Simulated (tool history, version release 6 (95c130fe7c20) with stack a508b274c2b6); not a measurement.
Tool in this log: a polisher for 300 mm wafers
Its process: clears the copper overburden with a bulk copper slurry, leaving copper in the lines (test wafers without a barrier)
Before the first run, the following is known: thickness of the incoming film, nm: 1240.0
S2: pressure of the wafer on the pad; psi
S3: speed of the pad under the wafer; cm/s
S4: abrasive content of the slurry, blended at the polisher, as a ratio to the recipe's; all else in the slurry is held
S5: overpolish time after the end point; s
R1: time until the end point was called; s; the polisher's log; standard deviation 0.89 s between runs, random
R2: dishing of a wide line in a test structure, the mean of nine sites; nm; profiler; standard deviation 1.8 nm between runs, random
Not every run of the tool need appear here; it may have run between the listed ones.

{"run": 1, "hour": 0.0, "flow of slurry (ml/min)": 190, "S2": 3.1, "S3": 140, "S4": 1.0, "S5": 11, "R1": 92.88, "R2": 76.214}
{"run": 2, "hour": 5.0, "flow of slurry (ml/min)": 190, "S2": 2.6, "S3": 140, "S4": 1.0, "S5": 11, "R1": 109.94, "R2": 67.32}
{"run": 3, "hour": 11.3, "flow of slurry (ml/min)": 175, "S2": 2.6, "S3": 140, "S4": 1.0, "S5": 11, "R1": 111.51, "R2": 69.886}
{"run": 4, "hour": 18.7, "flow of slurry (ml/min)": 175, "S2": 2.6, "S3": 140, "S4": 1.0, "S5": 8, "R1": 107.94, "R2": 52.711}
{"run": 5, "hour": 19.9, "flow of slurry (ml/min)": 175, "S2": 2.6, "S3": 140, "S4": 1.1, "S5": 8, "R1": 106.24, "R2": 53.668}
{"run": 6, "hour": 22.6, "flow of slurry (ml/min)": 175, "S2": 3.0, "S3": 142, "S4": 1.1, "S5": 8, "R1": 93.356, "R2": 61.577}

The next listed run, before its measurement:
{"run": 7, "hour": 25.6, "flow of slurry (ml/min)": 180, "S2": 3.9, "S3": 146, "S4": 1.1, "S5": 8, "R1": "?", "R2": "?"}

{"run 7": {"R1": 70.371, "R2": 76.056}}

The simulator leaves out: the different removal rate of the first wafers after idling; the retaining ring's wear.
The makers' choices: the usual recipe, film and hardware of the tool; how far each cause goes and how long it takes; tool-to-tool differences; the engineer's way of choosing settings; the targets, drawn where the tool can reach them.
